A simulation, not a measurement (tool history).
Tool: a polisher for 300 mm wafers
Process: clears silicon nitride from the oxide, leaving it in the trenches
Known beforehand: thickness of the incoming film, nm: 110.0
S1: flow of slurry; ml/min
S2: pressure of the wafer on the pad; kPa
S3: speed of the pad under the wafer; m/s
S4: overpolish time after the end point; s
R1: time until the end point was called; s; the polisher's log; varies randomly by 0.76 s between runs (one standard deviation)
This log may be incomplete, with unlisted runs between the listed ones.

{"run": 1, "hour": 0.0, "S1": 275, "S2": 14.5, "S3": 1.28, "S4": 5, "R1": 140.72}
{"run": 2, "hour": 3.3, "S1": 275, "S2": 15.2, "S3": 1.28, "S4": 5, "R1": 135.1}
{"run": 3, "hour": 9.1, "S1": 275, "S2": 11.7, "S3": 1.28, "S4": 5, "R1": 174.25}
{"run": 4, "hour": 17.6, "S1": 275, "S2": 10.3, "S3": 1.28, "S4": 5, "R1": 191.97}
{"run": 5, "hour": 25.6, "S1": 275, "S2": 10.3, "S3": 1.02, "S4": 5, "R1": 242.14}
{"run": 6, "hour": 31.4, "S1": 275, "S2": 12.4, "S3": 1.04, "S4": 5, "R1": 203.82}
{"run": 7, "hour": 35.4, "S1": 275, "S2": 13.8, "S3": 1.06, "S4": 5, "R1": 178.75}
{"run": 8, "hour": 36.4, "S1": 275, "S2": 15.2, "S3": 1.06, "S4": 5, "R1": 162.26}
{"run": 9, "hour": 45.4, "S1": 275, "S2": 16.5, "S3": 1.06, "S4": 5, "R1": 149.19}

Run 10 comes next. What will it give?
{"run": 10, "hour": 52.4, "S1": 275, "S2": 16.5, "S3": 1.06, "S4": 5, "R1": "?"}

{"run 10": {"R1": 148.22}}
